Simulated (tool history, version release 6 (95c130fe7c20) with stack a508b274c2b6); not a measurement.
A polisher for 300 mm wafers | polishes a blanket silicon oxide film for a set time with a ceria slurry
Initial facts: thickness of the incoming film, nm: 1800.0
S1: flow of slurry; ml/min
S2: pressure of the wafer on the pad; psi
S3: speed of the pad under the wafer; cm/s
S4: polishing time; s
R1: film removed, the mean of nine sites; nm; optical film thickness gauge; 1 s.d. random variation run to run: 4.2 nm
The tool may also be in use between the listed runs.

run	day	S1	S2	S3	S4	R1
1	0.000	250	2.9	100	84	293.75
2	0.350	250	3.3	100	84	332.63
3	0.588	250	3.6	100	84	355.48
4	0.692	250	3.9	100	84	377.92
5	1.021	250	3.9	78	84	305.59
6	1.362	250	3.6	78	84	280.99
7	1.567	250	3.9	84	84	322.22
8	1.796	250	4.1	90	84	363.45
9	2.038	250	4.1	90	84	360.50

Run 10, settings as shown, results not yet in. Your forecast:
10	2.100	250	4.2	94	84	?

R1: 388.79 nm
